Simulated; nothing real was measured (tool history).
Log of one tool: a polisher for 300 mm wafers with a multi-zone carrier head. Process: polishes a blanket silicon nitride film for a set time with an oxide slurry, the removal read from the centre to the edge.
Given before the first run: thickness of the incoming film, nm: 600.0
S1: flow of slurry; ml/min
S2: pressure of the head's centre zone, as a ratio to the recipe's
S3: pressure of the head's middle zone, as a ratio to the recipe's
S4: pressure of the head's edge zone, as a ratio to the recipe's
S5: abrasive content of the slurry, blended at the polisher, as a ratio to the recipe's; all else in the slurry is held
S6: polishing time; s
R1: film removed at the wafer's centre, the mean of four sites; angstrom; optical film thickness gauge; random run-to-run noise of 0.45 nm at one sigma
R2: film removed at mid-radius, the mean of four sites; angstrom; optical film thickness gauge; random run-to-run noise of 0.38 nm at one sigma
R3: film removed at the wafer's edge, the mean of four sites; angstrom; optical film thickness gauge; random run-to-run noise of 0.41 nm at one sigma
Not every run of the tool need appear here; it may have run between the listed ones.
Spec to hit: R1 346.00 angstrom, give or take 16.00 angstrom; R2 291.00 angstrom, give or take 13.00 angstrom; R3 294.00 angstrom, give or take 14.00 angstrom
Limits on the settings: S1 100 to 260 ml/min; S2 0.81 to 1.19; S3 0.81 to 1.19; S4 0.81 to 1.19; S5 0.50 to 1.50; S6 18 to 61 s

run  hour   S1    S2    S3    S4    S5  S6      R1      R2      R3
  1   0.0  165  1.00  1.00  1.00  1.00  39  454.48  420.11  401.37
  2   8.7  160  1.00  0.98  0.98  0.90  39  427.09  378.72  396.87
  3  15.5  170  1.02  1.00  0.98  0.85  37  390.25  352.91  363.60
  4  18.0  170  0.99  1.00  0.98  0.85  37  401.12  346.00  351.34
  5  22.9  170  0.99  1.00  1.01  0.85  37  394.80  357.04  359.62
  6  31.4  170  0.92  1.00  1.01  0.85  37  360.05  356.24  354.56
  7  37.5  180  0.94  1.01  0.99  0.80  37  352.44  350.51  348.69
  8  40.8  175  0.97  1.02  0.98  0.75  36  345.23  329.58  327.36
  9  42.2  175  0.99  1.02  0.96  0.70  36  332.83  309.24  309.48
 10  46.7  175  0.99  1.02  0.96  0.70  36  341.92  310.99  305.05
 11  55.0  170  1.00  1.01  0.95  0.70  36  340.86  305.83  305.45
 12  58.7  170  1.01  1.01  0.94  0.70  36  339.58  309.25  299.11
 13  66.6  170  1.02  1.00  0.94  0.70  36  354.52  308.33  297.24

Which single option among these 4 for the next run brings every result within its allowed miss of target? Just one does.
  A  74.5  175  0.95  1.05  0.96  0.75  33   ?   ?   ?
  B  74.5  175  0.96  1.09  0.90  0.75  34   ?   ?   ?
  C  74.5  145  0.99  1.02  0.91  0.70  41   ?   ?   ?
  D  74.5  125  1.05  0.97  0.90  0.70  37   ?   ?   ?

move      R1      R2      R3
   A  312.62  303.35  298.73
   B  325.55  320.44  298.54
   C  373.38  342.49  338.34
   D  346.04  290.77  297.95
A: gets the furthest-off result to its target, but another result is out of tolerance
B: further off than the last run
C: further off than the last run
D: in spec on every target
Correct choice: D, which meets every target
